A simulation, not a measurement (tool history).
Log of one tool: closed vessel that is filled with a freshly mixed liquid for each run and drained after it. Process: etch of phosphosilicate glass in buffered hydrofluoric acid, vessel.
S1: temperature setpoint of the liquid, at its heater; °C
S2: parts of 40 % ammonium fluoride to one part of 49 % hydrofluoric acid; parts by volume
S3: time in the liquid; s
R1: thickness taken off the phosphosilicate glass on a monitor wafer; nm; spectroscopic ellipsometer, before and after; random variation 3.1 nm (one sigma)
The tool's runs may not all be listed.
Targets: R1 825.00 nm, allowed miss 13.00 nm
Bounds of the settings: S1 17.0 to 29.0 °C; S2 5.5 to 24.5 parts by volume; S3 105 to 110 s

run    day    S1    S2   S3      R1
  1  0.000  21.0  15.0  105  514.00
  2  0.212  21.0  15.0  105  513.09
  3  0.512  22.5  15.0  105  561.11
  4  0.675  22.5  17.0  105  494.53
  5  0.958  22.5  20.5  105  411.91
  6  1.158  22.5  20.5  105  412.02
     1.417  -- thermometer replaced
  7  1.417  24.0  19.5  105  496.35
  8  1.758  25.0  19.0  105  539.20
  9  2.121  26.0  18.5  105  583.06
 10  2.383  26.5  18.0  105  617.07
 11  2.529  27.0  17.5  105  649.11
 12  2.888  27.5  17.0  105  688.23
 13  3.154  28.0  16.5  105  728.88
 14  3.300  28.5  16.0  105  769.00

Which of these 4 next moves meets every target?
  A  3.446  26.5  14.0  110   ?
  B  3.446  26.5  13.5  110   ?
  C  3.446  29.0  15.5  110   ?
  D  3.446  29.0  18.0  105   ?

move      R1
   A  830.13
   B  860.25
   C  858.40
   D  707.46
A: meets every target
B: takes the result that was furthest off past its target
C: takes the result that was furthest off past its target
D: further off than the last run
The right move is A.
